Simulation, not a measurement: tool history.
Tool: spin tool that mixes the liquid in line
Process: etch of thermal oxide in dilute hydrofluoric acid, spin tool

run	hour	temperature setpoint of the liquid (°C)	parts of water to one part of 49 % hydrofluoric acid (parts by volume)	time under the liquid (s)	thickness taken off the thermal oxide on a monitor wafer (Å)
1	0.0	23.0	145	65	17.561
2	4.8	25.0	145	65	19.098
3	8.8	25.5	140	65	20.252
4	17.1	26.0	135	65	21.366
5	17.7	26.0	180	65	15.294
6	24.8	26.0	205	65	13.128
7	26.6	26.5	195	65	14.081
8	31.1	27.0	185	65	15.238
9	33.2	27.5	175	65	16.738
10	36.8	28.0	165	65	18.285

The next listed run, before its measurement:
11	42.2	28.5	160	65	?

Run 11 gave thickness taken off the thermal oxide on a monitor wafer (Å) 19.493.
